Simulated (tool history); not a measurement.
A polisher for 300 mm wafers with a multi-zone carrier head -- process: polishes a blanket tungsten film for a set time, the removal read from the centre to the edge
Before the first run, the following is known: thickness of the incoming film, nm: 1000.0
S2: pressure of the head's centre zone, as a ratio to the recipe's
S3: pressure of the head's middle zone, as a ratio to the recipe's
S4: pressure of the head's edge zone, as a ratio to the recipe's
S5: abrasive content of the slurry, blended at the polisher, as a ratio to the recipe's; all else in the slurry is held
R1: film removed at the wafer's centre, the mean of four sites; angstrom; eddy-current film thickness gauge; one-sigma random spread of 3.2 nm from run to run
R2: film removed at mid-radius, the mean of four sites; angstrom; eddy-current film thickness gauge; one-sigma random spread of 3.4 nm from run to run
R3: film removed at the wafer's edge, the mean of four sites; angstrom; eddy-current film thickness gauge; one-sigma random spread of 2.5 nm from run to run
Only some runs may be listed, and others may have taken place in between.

{"run": 1, "hour": 0.0, "flow of slurry (ml/min)": 170, "S2": 1, "S3": 1, "S4": 1, "S5": 1, "polishing time (s)": 39, "R1": 1878.1, "R2": 1984.2, "R3": 1915.1}
{"run": 2, "hour": 6.3, "flow of slurry (ml/min)": 180, "S2": 1.04, "S3": 1.02, "S4": 1.03, "S5": 1.15, "polishing time (s)": 40, "R1": 2114.8, "R2": 2185, "R3": 2108.5}
{"run": 3, "hour": 9.3, "flow of slurry (ml/min)": 180, "S2": 1.04, "S3": 1.02, "S4": 1.03, "S5": 1.25, "polishing time (s)": 40, "R1": 2121.2, "R2": 2233.2, "R3": 2146.9}
{"run": 4, "hour": 16.3, "flow of slurry (ml/min)": 180, "S2": 1.04, "S3": 1.02, "S4": 1.03, "S5": 1.25, "polishing time (s)": 44, "R1": 2419.6, "R2": 2429.3, "R3": 2421.6}
{"run": 5, "hour": 25.1, "flow of slurry (ml/min)": 195, "S2": 1.06, "S3": 1.04, "S4": 1.04, "S5": 1.25, "polishing time (s)": 44, "R1": 2505.6, "R2": 2535.8, "R3": 2408.3}
{"run": 6, "hour": 31.9, "flow of slurry (ml/min)": 205, "S2": 1.07, "S3": 1.04, "S4": 1.06, "S5": 1.3, "polishing time (s)": 44, "R1": 2472.8, "R2": 2560.2, "R3": 2486.4}
{"run": 7, "hour": 37.2, "flow of slurry (ml/min)": 205, "S2": 1.07, "S3": 1.04, "S4": 1.06, "S5": 1.3, "polishing time (s)": 44, "R1": 2538.8, "R2": 2545.6, "R3": 2474}
{"run": 8, "hour": 41.3, "flow of slurry (ml/min)": 205, "S2": 1.08, "S3": 1.05, "S4": 1.07, "S5": 1.35, "polishing time (s)": 44, "R1": 2629.2, "R2": 2632.1, "R3": 2480.9}

Forecast run 9:
{"run": 9, "hour": 48.3, "flow of slurry (ml/min)": 210, "S2": 1.08, "S3": 1.05, "S4": 1.08, "S5": 1.4, "polishing time (s)": 44, "R1": "?", "R2": "?", "R3": "?"}

R1: 2612.2 angstrom
R2: 2659.7 angstrom
R3: 2559.6 angstrom
